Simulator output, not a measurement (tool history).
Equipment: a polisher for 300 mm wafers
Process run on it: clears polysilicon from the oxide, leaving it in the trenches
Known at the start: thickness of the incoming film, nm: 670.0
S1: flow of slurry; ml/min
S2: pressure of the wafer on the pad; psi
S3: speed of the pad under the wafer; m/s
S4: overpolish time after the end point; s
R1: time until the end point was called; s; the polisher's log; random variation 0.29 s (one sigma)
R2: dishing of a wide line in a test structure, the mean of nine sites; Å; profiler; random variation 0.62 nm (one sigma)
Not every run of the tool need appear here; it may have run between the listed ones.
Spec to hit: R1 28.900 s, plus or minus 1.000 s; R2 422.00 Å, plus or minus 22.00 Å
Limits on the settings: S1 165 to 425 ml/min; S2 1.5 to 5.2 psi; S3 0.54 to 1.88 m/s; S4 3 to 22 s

| run | hour | S1 | S2 | S3 | S4 | R1 | R2 |
|---|---|---|---|---|---|---|---|
| 1 | 0.0 | 275 | 3.3 | 1.20 | 11 | 33.475 | 452.21 |
| 2 | 8.0 | 275 | 3.4 | 1.20 | 8 | 32.137 | 449.61 |
| 3 | 12.5 | 230 | 3.4 | 1.20 | 8 | 33.555 | 441.89 |
| 4 | 13.1 | 255 | 3.4 | 1.20 | 8 | 32.903 | 451.49 |
| 5 | 19.6 | 255 | 3.4 | 1.20 | 3 | 32.704 | 338.38 |
| 6 | 21.5 | 265 | 3.5 | 1.20 | 4 | 31.786 | 390.94 |
| 7 | 28.6 | 280 | 3.6 | 1.20 | 4 | 31.168 | 386.68 |
| 8 | 32.5 | 205 | 3.9 | 1.22 | 10 | 29.852 | 453.30 |
| 9 | 37.9 | 210 | 3.9 | 1.22 | 9 | 29.650 | 453.62 |
| 10 | 44.3 | 215 | 3.9 | 1.22 | 8 | 29.918 | 444.65 |

Pick the move, out of 5, that brings all results within their allowed miss; only one does.
| A | 50.7 | 245 | 3.9 | 1.36 | 5 | ? | ? |
| B | 50.7 | 280 | 4.2 | 1.22 | 5 | ? | ? |
| C | 50.7 | 220 | 4.0 | 1.36 | 3 | ? | ? |
| D | 50.7 | 195 | 3.0 | 1.84 | 3 | ? | ? |
| E | 50.7 | 205 | 4.6 | 1.06 | 5 | ? | ? |

| move | R1 | R2 |
|---|---|---|
| A | 26.579 | 430.48 |
| B | 26.896 | 429.59 |
| C | 26.407 | 375.70 |
| D | 26.230 | 376.63 |
| E | 28.981 | 423.53 |
A: the furthest-off result lands on target, but another misses its tolerance
B: the furthest-off result lands on target, but another misses its tolerance
C: carries the result that was furthest off beyond its target, to the other side
D: carries the result that was furthest off beyond its target, to the other side
E: hits every target within its allowed miss
E meets every target.

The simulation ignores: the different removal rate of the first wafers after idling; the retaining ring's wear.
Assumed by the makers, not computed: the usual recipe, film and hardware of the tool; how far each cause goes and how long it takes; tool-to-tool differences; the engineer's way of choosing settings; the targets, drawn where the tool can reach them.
